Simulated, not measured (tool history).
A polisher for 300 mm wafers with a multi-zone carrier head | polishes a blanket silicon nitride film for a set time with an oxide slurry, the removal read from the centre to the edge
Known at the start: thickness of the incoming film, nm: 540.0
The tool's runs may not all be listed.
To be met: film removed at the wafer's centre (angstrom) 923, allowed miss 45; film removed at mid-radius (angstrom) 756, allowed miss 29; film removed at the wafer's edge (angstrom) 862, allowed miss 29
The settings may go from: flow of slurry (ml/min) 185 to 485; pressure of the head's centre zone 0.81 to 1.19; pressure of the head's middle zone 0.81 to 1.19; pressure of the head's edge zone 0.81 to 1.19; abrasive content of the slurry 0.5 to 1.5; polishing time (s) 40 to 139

| run | day | flow of slurry (ml/min) | pressure of the head's centre zone | pressure of the head's middle zone | pressure of the head's edge zone | abrasive content of the slurry | polishing time (s) | film removed at the wafer's centre (angstrom) | film removed at mid-radius (angstrom) | film removed at the wafer's edge (angstrom) |
|---|---|---|---|---|---|---|---|---|---|---|
| 1 | 0 | 310 | 1 | 1 | 1 | 1 | 89 | 529.2 | 569.38 | 565.06 |
| 2 | 0.358 | 310 | 1 | 1.04 | 1 | 1 | 89 | 525.19 | 590.84 | 558.15 |
| 3 | 0.662 | 310 | 1 | 1.01 | 1 | 1 | 89 | 535.79 | 576.67 | 564.55 |
| 4 | 0.9 | 310 | 1.02 | 1 | 1.01 | 1.05 | 90 | 570.82 | 573.31 | 585.29 |
|  | 0.975 | centre zone pressure recalibrated |
| 5 | 0.975 | 310 | 1.03 | 1.01 | 1.02 | 1.1 | 92 | 624.25 | 617.8 | 611.26 |
| 6 | 1.333 | 310 | 1.03 | 1.01 | 1.02 | 1.1 | 106 | 726.21 | 708.68 | 696.08 |
| 7 | 1.475 | 310 | 1.03 | 1 | 1.04 | 1.15 | 106 | 755.04 | 715.05 | 717.11 |
| 8 | 1.725 | 310 | 1.03 | 0.99 | 1.05 | 1.2 | 106 | 735.52 | 716.22 | 729.06 |
| 9 | 2.058 | 310 | 1.04 | 0.98 | 1.06 | 1.25 | 106 | 771.32 | 721.23 | 755.9 |
| 10 | 2.271 | 310 | 1.05 | 0.98 | 1.07 | 1.25 | 106 | 777.37 | 717.14 | 753.95 |
| 11 | 2.425 | 310 | 1.06 | 0.98 | 1.08 | 1.3 | 106 | 804.75 | 728.25 | 774.33 |
| 12 | 2.529 | 325 | 1.14 | 0.96 | 1.18 | 1.45 | 106 | 901.02 | 746.86 | 827.67 |
| 13 | 2.654 | 325 | 1.14 | 0.96 | 1.18 | 1.45 | 106 | 896.49 | 747.87 | 836.73 |

Which of these 5 next moves meets every target?
| A | 2.779 | 305 | 1.1 | 1 | 1.12 | 1.45 | 105 | ? | ? | ? |
| B | 2.779 | 340 | 1.15 | 1.01 | 1.06 | 1.3 | 115 | ? | ? | ? |
| C | 2.779 | 330 | 1.1 | 0.9 | 1.11 | 1.5 | 111 | ? | ? | ? |
| D | 2.779 | 345 | 1.19 | 1.02 | 1.16 | 1.45 | 100 | ? | ? | ? |
| E | 2.779 | 270 | 1.02 | 0.92 | 1.19 | 1.5 | 107 | ? | ? | ? |

| move | film removed at the wafer's centre (angstrom) | film removed at mid-radius (angstrom) | film removed at the wafer's edge (angstrom) |
|---|---|---|---|
| A | 856.75 | 746.54 | 802.01 |
| B | 955.14 | 801.57 | 833.04 |
| C | 922.57 | 736.02 | 860.1 |
| D | 893.93 | 730.51 | 781.42 |
| E | 807.1 | 709.11 | 841.25 |
A: further off than the last run
B: brings the result that was furthest off to its target, and leaves another outside
C: meets every target
D: further off than the last run
E: brings the result that was furthest off to its target, and leaves another outside
Answer: C
